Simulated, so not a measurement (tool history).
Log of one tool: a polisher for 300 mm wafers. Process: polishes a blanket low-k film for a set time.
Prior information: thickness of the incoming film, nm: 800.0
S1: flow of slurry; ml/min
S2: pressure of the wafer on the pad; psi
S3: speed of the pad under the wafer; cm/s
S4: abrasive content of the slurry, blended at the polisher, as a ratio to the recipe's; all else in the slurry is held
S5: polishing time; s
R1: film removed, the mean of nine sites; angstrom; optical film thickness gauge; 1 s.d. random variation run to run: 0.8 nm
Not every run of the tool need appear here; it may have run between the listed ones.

run  hour   S1   S2   S3   S4   S5      R1
  1   0.0  285  1.7  114  1.0  116  519.46
  2   6.4  220  1.7  114  1.0  116  497.10
  3   9.4  220  1.7  114  1.2  116  536.17
  4  13.8  230  1.8  114  1.2  116  566.17
  5  19.2  230  2.0  114  1.2  116  609.73
  6  26.4  240  2.1  114  1.2  116  647.47
  7  34.2  245  2.2  114  1.2  116  684.13
  8  36.2  250  2.2  114  1.2  116  697.01

For run 9, what comes out?
  9  40.8  255  2.2  114  1.2  116   ?

Run 9 produced R1 676.14 angstrom.
